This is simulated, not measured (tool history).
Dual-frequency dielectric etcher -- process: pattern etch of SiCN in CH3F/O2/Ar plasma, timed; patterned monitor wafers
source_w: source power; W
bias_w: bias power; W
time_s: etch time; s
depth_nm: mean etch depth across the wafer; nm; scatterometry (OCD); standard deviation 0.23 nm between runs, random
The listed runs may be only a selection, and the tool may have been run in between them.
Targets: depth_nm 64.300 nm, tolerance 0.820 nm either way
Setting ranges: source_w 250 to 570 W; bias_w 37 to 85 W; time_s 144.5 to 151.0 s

run,hour,source_w,bias_w,time_s,depth_nm
1,0.0,410,61,144.5,55.179
2,2.6,460,62,144.5,57.299
3,7.9,490,65,144.5,59.665
4,16.2,490,65,144.5,59.989
5,23.7,510,66,144.5,61.022
6,31.1,510,71,144.5,62.505
7,32.7,520,71,144.5,62.583
8,40.3,520,71,144.5,62.806
9,43.0,530,71,144.5,63.120

Next run, 5 choices. One meets every target within its allowed miss, the rest don't. Which?
A,45.7,530,71,150.0,?
B,45.7,500,75,150.5,?
C,45.7,570,73,146.5,?
D,45.7,550,73,148.5,?
E,45.7,510,72,149.0,?

move,depth_nm
A,65.586
B,65.784
C,66.280
D,66.380
E,64.629
A: moves the result that the last run missed by most past its target, out the other side
B: moves the result that the last run missed by most past its target, out the other side
C: moves the result that the last run missed by most past its target, out the other side
D: moves the result that the last run missed by most past its target, out the other side
E: meets every target
Correct choice: E, which meets every target
